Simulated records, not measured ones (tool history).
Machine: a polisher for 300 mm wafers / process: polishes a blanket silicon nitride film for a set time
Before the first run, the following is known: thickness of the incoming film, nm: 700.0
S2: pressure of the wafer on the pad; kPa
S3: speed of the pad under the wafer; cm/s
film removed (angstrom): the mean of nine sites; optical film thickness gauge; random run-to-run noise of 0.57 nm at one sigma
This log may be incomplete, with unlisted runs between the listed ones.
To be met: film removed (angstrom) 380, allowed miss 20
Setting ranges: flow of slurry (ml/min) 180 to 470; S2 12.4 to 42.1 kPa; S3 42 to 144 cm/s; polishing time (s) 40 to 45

run 1 hour=0 | flow_of_slurry_(ml/min)=300 S2=26.9 S3=92 polishing_time_(s)=45 | film_removed_(angstrom)=710.41
run 2 hour=8.1 | flow_of_slurry_(ml/min)=300 S2=26.9 S3=92 polishing_time_(s)=45 | film_removed_(angstrom)=718.07
run 3 hour=13.9 | flow_of_slurry_(ml/min)=300 S2=24.1 S3=90 polishing_time_(s)=45 | film_removed_(angstrom)=646.47
run 4 hour=21.4 | flow_of_slurry_(ml/min)=300 S2=22.1 S3=86 polishing_time_(s)=45 | film_removed_(angstrom)=576.81
run 5 hour=28.4 | flow_of_slurry_(ml/min)=300 S2=20 S3=84 polishing_time_(s)=45 | film_removed_(angstrom)=515.43
run 6 hour=36.5 | flow_of_slurry_(ml/min)=300 S2=24.8 S3=84 polishing_time_(s)=45 | film_removed_(angstrom)=614.54
run 7 hour=41.4 | flow_of_slurry_(ml/min)=300 S2=22.8 S3=82 polishing_time_(s)=45 | film_removed_(angstrom)=554.26
run 8 hour=44.4 | flow_of_slurry_(ml/min)=300 S2=20.7 S3=82 polishing_time_(s)=45 | film_removed_(angstrom)=516.13
run 9 hour=51.2 | flow_of_slurry_(ml/min)=300 S2=19.3 S3=82 polishing_time_(s)=45 | film_removed_(angstrom)=485.37
run 10 hour=52.6 | flow_of_slurry_(ml/min)=300 S2=17.9 S3=82 polishing_time_(s)=45 | film_removed_(angstrom)=451.01
run 11 hour=58.6 | flow_of_slurry_(ml/min)=300 S2=17.2 S3=82 polishing_time_(s)=45 | film_removed_(angstrom)=433.38
run 12 hour=61.3 | flow_of_slurry_(ml/min)=300 S2=16.5 S3=82 polishing_time_(s)=45 | film_removed_(angstrom)=416.22

5 next moves are on the table. One of them brings every result within its allowed miss. Which?
run A hour=64 | flow_of_slurry_(ml/min)=325 S2=13.8 S3=78 polishing_time_(s)=44 | film_removed_(angstrom)=?
run B hour=64 | flow_of_slurry_(ml/min)=305 S2=16.5 S3=82 polishing_time_(s)=42 | film_removed_(angstrom)=?
run C hour=64 | flow_of_slurry_(ml/min)=320 S2=15.9 S3=96 polishing_time_(s)=42 | film_removed_(angstrom)=?
run D hour=64 | flow_of_slurry_(ml/min)=285 S2=14.5 S3=74 polishing_time_(s)=45 | film_removed_(angstrom)=?
run E hour=64 | flow_of_slurry_(ml/min)=305 S2=15.9 S3=92 polishing_time_(s)=45 | film_removed_(angstrom)=?

move=A film_removed_(angstrom)=324.19
move=B film_removed_(angstrom)=379.6
move=C film_removed_(angstrom)=416.23
move=D film_removed_(angstrom)=326.84
move=E film_removed_(angstrom)=428.24
A: pushes the last run's worst result past its target
B: meets every target
C: roughly where the last run was
D: pushes the last run's worst result past its target
E: misses by more than the last run did
Move B is the one to make.
